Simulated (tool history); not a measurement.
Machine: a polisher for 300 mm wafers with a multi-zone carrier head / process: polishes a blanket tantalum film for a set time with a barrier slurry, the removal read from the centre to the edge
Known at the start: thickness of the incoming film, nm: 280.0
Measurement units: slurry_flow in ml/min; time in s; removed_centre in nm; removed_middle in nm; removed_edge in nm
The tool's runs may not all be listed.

run	hour	slurry_flow	centre_zone	middle_zone	edge_zone	slurry_solids	time	removed_centre	removed_middle	removed_edge
1	0	170	1	1	1	1	40	107	108.27	106.41
2	1.2	185	1.04	0.99	1.04	1.15	40	119.72	115.63	115.39
3	3.6	150	1.04	0.99	1.04	1.15	40	115.57	111.97	111.83
4	11.1	150	1.07	0.99	1.04	1.15	40	118.91	111.04	111.85
5	12.4	150	1	0.99	1.04	1.15	40	110.54	110.2	111.53
6	18.2	190	1	0.99	1.04	1.15	40	115.11	115.36	115.37
7	20.3	200	1.04	0.97	1.08	1.25	40	126.08	118.53	121.46
8	24.2	210	1.06	0.96	1.11	1.3	40	128.79	119.57	123.75
9	32	215	1.08	0.94	1.13	1.35	41	136.98	121.47	130.56
10	35.8	220	1.1	0.94	1.14	1.4	41	145.29	121.57	132.56
11	44.7	225	1.11	0.94	1.15	1.45	41	143.71	124.86	135.25

The next listed run, before its measurement:
12	50.3	230	1.13	0.94	1.16	1.45	41	?	?	?

removed_centre: 147.78 nm
removed_middle: 125 nm
removed_edge: 135.18 nm
